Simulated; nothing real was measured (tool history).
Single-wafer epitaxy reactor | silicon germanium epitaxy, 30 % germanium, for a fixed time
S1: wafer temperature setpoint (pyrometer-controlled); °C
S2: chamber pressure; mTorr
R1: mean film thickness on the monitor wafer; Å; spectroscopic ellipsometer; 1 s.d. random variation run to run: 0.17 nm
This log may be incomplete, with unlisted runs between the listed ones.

Run 1, hour 0: S1 580 °C, S2 15300 mTorr. Result: R1 361.82 Å.
Run 2, hour 2.7: S1 581 °C, S2 15300 mTorr. Result: R1 371.71 Å.
Run 3, hour 8.6: S1 582 °C, S2 15300 mTorr. Result: R1 375.94 Å.
Run 4, hour 9.1: S1 583 °C, S2 15300 mTorr. Result: R1 386.82 Å.
Run 5, hour 16.9: S1 573 °C, S2 15300 mTorr. Result: R1 309.2 Å.
Run 6, hour 17.5: S1 576 °C, S2 15300 mTorr. Result: R1 330.99 Å.
Run 7, hour 19.7: S1 578 °C, S2 15300 mTorr. Result: R1 348.39 Å.
Run 8, hour 24.7: S1 580 °C, S2 15300 mTorr. Result: R1 361.19 Å.
Run 9, hour 33.4: S1 581 °C, S2 15300 mTorr. Result: R1 370.41 Å.

The next listed run, before its measurement:
Run 10, hour 37.8: S1 582 °C, S2 15300 mTorr. Result: R1 ?.

{"run 10": {"R1": 378.09}}
